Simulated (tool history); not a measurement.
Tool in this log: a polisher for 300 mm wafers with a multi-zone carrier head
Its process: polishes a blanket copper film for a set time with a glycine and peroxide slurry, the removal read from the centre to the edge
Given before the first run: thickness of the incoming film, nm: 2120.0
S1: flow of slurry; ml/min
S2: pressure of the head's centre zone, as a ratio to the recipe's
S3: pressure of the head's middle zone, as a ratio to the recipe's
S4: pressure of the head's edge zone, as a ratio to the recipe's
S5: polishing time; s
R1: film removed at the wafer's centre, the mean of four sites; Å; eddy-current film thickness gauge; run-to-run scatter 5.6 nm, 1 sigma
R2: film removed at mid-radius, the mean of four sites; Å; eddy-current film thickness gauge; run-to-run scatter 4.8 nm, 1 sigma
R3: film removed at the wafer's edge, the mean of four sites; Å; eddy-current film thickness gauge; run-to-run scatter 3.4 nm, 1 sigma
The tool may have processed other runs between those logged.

Run 1, hour 0.0: S1 240 ml/min, S2 1.00, S3 1.00, S4 1.00, S5 40 s. Result: R1 2843.5 Å, R2 2816.5 Å, R3 2809.7 Å.
Run 2, hour 8.4: S1 240 ml/min, S2 1.00, S3 1.00, S4 0.97, S5 40 s. Result: R1 2877.6 Å, R2 2788.6 Å, R3 2764.6 Å.
Run 3, hour 14.8: S1 240 ml/min, S2 1.00, S3 1.00, S4 1.05, S5 40 s. Result: R1 2854.9 Å, R2 2802.9 Å, R3 2885.2 Å.
Run 4, hour 22.1: S1 240 ml/min, S2 1.00, S3 0.93, S4 1.05, S5 40 s. Result: R1 2865.1 Å, R2 2734.8 Å, R3 2839.9 Å.
Run 5, hour 25.3: S1 240 ml/min, S2 1.03, S3 0.92, S4 1.08, S5 42 s. Result: R1 3041.0 Å, R2 2733.1 Å, R3 3019.2 Å.
Run 6, hour 31.9: S1 240 ml/min, S2 1.08, S3 0.92, S4 1.08, S5 42 s. Result: R1 3186.0 Å, R2 2738.8 Å, R3 3029.8 Å.

Estimate the outcome of run 7 from the log above:
Run 7, hour 40.2: S1 245 ml/min, S2 1.09, S3 0.94, S4 1.09, S5 44 s. Result: R1 ?, R2 ?, R3 ?.

R1: 3411.6 Å
R2: 2944.1 Å
R3: 3209.1 Å
